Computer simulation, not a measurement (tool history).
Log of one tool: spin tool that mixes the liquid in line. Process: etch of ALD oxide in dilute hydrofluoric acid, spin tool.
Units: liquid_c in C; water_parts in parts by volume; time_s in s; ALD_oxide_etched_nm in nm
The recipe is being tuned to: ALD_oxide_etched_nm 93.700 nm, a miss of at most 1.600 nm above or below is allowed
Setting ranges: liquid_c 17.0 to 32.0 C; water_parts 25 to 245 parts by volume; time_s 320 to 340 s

{"run": 1, "day": 0.0, "liquid_c": 24.0, "water_parts": 135, "time_s": 320, "ALD_oxide_etched_nm": 32.626}
{"run": 2, "day": 0.262, "liquid_c": 24.0, "water_parts": 135, "time_s": 340, "ALD_oxide_etched_nm": 34.795}
{"run": 3, "day": 0.5, "liquid_c": 24.0, "water_parts": 135, "time_s": 320, "ALD_oxide_etched_nm": 32.412}
{"run": 4, "day": 0.596, "liquid_c": 26.0, "water_parts": 110, "time_s": 320, "ALD_oxide_etched_nm": 44.781}
{"run": 5, "day": 0.788, "liquid_c": 26.0, "water_parts": 110, "time_s": 320, "ALD_oxide_etched_nm": 44.187}
{"run": 6, "day": 0.858, "liquid_c": 27.5, "water_parts": 95, "time_s": 320, "ALD_oxide_etched_nm": 55.814}
{"run": 7, "day": 1.054, "liquid_c": 28.5, "water_parts": 85, "time_s": 320, "ALD_oxide_etched_nm": 65.914}
{"run": 8, "day": 1.233, "liquid_c": 29.5, "water_parts": 80, "time_s": 320, "ALD_oxide_etched_nm": 72.428}
{"run": 9, "day": 1.354, "liquid_c": 30.0, "water_parts": 75, "time_s": 320, "ALD_oxide_etched_nm": 80.124}
{"run": 10, "day": 1.708, "liquid_c": 32.0, "water_parts": 65, "time_s": 320, "ALD_oxide_etched_nm": 100.5}
{"run": 11, "day": 1.938, "liquid_c": 31.5, "water_parts": 65, "time_s": 320, "ALD_oxide_etched_nm": 99.362}
{"run": 12, "day": 2.112, "liquid_c": 29.5, "water_parts": 65, "time_s": 320, "ALD_oxide_etched_nm": 91.338}

5 next moves are on the table. One of them brings every result within its allowed miss. Which?
{"run": "A", "day": 2.288, "liquid_c": 29.5, "water_parts": 65, "time_s": 340, "ALD_oxide_etched_nm": "?"}
{"run": "B", "day": 2.288, "liquid_c": 30.5, "water_parts": 65, "time_s": 325, "ALD_oxide_etched_nm": "?"}
{"run": "C", "day": 2.288, "liquid_c": 32.0, "water_parts": 75, "time_s": 340, "ALD_oxide_etched_nm": "?"}
{"run": "D", "day": 2.288, "liquid_c": 28.5, "water_parts": 65, "time_s": 340, "ALD_oxide_etched_nm": "?"}
{"run": "E", "day": 2.288, "liquid_c": 28.5, "water_parts": 60, "time_s": 325, "ALD_oxide_etched_nm": "?"}

move=A ALD_oxide_etched_nm=96.591
move=B ALD_oxide_etched_nm=95.972
move=C ALD_oxide_etched_nm=90.732
move=D ALD_oxide_etched_nm=92.895
move=E ALD_oxide_etched_nm=96.898
A: pushes the last run's worst result past its target
B: pushes the last run's worst result past its target
C: misses by more than the last run did
D: all results in spec
E: pushes the last run's worst result past its target
The move that meets every target is D.
